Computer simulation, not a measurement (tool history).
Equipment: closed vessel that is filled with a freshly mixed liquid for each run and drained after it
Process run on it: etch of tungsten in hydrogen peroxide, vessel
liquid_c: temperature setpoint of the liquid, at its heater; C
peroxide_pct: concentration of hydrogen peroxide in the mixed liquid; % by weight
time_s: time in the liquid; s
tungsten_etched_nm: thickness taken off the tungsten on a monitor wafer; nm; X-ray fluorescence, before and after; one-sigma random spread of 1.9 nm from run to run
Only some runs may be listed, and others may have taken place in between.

run	day	liquid_c	peroxide_pct	time_s	tungsten_etched_nm
1	0.000	46.0	16.0	150	99.289
2	0.046	47.5	16.0	150	109.640
3	0.267	47.5	19.0	150	118.990
4	0.550	47.5	19.0	160	125.020
5	0.775	47.5	22.5	160	137.680
6	1.075	47.5	22.5	160	139.730

Run 7 comes next. What will it give?
7	1.325	48.5	22.5	160	?

{"run 7": {"tungsten_etched_nm": 147.95}}

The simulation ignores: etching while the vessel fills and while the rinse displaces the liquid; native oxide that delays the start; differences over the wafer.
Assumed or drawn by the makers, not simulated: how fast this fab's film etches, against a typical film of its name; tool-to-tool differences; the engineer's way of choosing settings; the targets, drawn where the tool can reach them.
